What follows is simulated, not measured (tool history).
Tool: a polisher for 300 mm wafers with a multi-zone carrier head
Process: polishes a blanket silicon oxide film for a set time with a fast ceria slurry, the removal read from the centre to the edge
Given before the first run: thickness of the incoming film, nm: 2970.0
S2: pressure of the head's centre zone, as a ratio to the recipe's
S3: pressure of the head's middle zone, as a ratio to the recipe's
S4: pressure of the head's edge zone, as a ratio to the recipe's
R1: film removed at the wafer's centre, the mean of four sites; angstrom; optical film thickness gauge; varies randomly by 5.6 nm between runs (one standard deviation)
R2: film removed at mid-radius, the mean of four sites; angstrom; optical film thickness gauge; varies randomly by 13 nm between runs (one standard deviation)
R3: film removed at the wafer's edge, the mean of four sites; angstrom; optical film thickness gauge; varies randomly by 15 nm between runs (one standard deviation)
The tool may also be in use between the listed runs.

Run 1, hour 0.0: flow of slurry (ml/min) 140, S2 1.00, S3 1.00, S4 1.00, polishing time (s) 76. Result: R1 9745.0 angstrom, R2 9768.1 angstrom, R3 9835.4 angstrom.
Run 2, hour 1.9: flow of slurry (ml/min) 140, S2 0.98, S3 1.02, S4 1.02, polishing time (s) 77. Result: R1 9609.4 angstrom, R2 9989.1 angstrom, R3 10340.0 angstrom.
Run 3, hour 2.9: flow of slurry (ml/min) 140, S2 0.98, S3 1.02, S4 1.10, polishing time (s) 77. Result: R1 9547.5 angstrom, R2 9757.4 angstrom, R3 10493.0 angstrom.
Run 4, hour 10.2: flow of slurry (ml/min) 140, S2 0.98, S3 1.05, S4 1.10, polishing time (s) 77. Result: R1 9732.7 angstrom, R2 10293.0 angstrom, R3 10710.0 angstrom.
Run 5, hour 15.9: flow of slurry (ml/min) 140, S2 0.97, S3 1.07, S4 1.11, polishing time (s) 77. Result: R1 9641.5 angstrom, R2 10329.0 angstrom, R3 10877.0 angstrom.
Run 6, hour 23.3: flow of slurry (ml/min) 140, S2 0.96, S3 1.09, S4 1.11, polishing time (s) 77. Result: R1 9614.2 angstrom, R2 10599.0 angstrom, R3 10456.0 angstrom.
Run 7, hour 29.0: flow of slurry (ml/min) 140, S2 0.94, S3 1.09, S4 1.12, polishing time (s) 78. Result: R1 9473.7 angstrom, R2 10725.0 angstrom, R3 10503.0 angstrom.

What will run 8 give?
Run 8, hour 35.3: flow of slurry (ml/min) 135, S2 0.93, S3 1.09, S4 1.13, polishing time (s) 80. Result: R1 ?, R2 ?, R3 ?.

R1: 9553.0 angstrom
R2: 10910.0 angstrom
R3: 11130.0 angstrom

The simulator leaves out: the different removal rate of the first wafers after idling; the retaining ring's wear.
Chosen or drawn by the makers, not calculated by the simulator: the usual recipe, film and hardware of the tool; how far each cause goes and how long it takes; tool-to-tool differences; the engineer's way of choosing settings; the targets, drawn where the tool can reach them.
